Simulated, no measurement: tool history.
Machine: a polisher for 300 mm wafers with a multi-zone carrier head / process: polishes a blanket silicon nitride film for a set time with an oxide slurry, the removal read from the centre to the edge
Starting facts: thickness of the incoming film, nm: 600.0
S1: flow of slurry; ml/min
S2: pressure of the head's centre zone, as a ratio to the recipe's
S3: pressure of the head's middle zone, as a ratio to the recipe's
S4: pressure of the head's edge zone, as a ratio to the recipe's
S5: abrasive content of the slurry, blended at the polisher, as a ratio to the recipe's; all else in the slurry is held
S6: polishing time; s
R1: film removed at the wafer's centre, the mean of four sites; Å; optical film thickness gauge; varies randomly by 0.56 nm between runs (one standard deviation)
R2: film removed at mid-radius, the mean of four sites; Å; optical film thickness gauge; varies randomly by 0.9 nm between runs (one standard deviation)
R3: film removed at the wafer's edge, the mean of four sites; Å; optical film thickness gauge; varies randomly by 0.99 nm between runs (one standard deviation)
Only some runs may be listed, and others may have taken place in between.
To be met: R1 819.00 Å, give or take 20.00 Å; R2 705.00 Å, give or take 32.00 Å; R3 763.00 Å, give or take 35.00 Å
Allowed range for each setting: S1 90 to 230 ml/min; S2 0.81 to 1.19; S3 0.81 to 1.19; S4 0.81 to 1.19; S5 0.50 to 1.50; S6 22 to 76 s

Run 1, hour 0.0: S1 150 ml/min, S2 1.00, S3 1.00, S4 1.00, S5 1.00, S6 49 s. Result: R1 541.12 Å, R2 547.67 Å, R3 518.42 Å.
Run 2, hour 7.4: S1 150 ml/min, S2 1.00, S3 1.00, S4 1.00, S5 1.00, S6 61 s. Result: R1 686.50 Å, R2 694.02 Å, R3 643.80 Å.
Run 3, hour 14.2: S1 120 ml/min, S2 1.00, S3 1.00, S4 1.00, S5 1.00, S6 61 s. Result: R1 645.82 Å, R2 646.92 Å, R3 614.92 Å.
Run 4, hour 17.3: S1 135 ml/min, S2 1.01, S3 0.98, S4 1.03, S5 1.00, S6 61 s. Result: R1 674.09 Å, R2 655.94 Å, R3 656.58 Å.
Run 5, hour 26.1: S1 135 ml/min, S2 1.01, S3 0.98, S4 1.03, S5 0.95, S6 61 s. Result: R1 655.27 Å, R2 617.40 Å, R3 637.27 Å.
Run 6, hour 31.7: S1 135 ml/min, S2 1.01, S3 0.98, S4 1.03, S5 0.95, S6 68 s. Result: R1 727.45 Å, R2 716.91 Å, R3 694.14 Å.
Run 7, hour 34.8: S1 145 ml/min, S2 1.02, S3 0.96, S4 1.04, S5 0.95, S6 68 s. Result: R1 746.32 Å, R2 703.00 Å, R3 703.29 Å.
Run 8, hour 36.4: S1 150 ml/min, S2 1.03, S3 0.95, S4 1.06, S5 0.95, S6 68 s. Result: R1 762.80 Å, R2 723.60 Å, R3 724.93 Å.
Run 9, hour 42.5: S1 150 ml/min, S2 1.03, S3 0.95, S4 1.06, S5 0.95, S6 68 s. Result: R1 762.45 Å, R2 709.51 Å, R3 734.06 Å.

Of the 4 settings listed for the next run, only one would bring every result within its allowed miss of target. Which one?
Run A, hour 48.6: S1 145 ml/min, S2 1.09, S3 0.92, S4 1.08, S5 1.10, S6 65 s. Result: R1 ?, R2 ?, R3 ?.
Run B, hour 48.6: S1 175 ml/min, S2 1.12, S3 0.99, S4 1.01, S5 0.80, S6 69 s. Result: R1 ?, R2 ?, R3 ?.
Run C, hour 48.6: S1 120 ml/min, S2 1.01, S3 0.95, S4 1.16, S5 1.10, S6 68 s. Result: R1 ?, R2 ?, R3 ?.
Run D, hour 48.6: S1 145 ml/min, S2 1.02, S3 1.01, S4 1.19, S5 1.05, S6 64 s. Result: R1 ?, R2 ?, R3 ?.

move      R1      R2      R3
   A  818.69  696.82  739.08
   B  784.91  687.59  656.78
   C  752.94  715.46  775.46
   D  737.62  725.62  746.00
A: every result within its allowed miss
B: moves away from the targets compared with the last run
C: moves away from the targets compared with the last run
D: moves away from the targets compared with the last run
The move that meets every target is A.
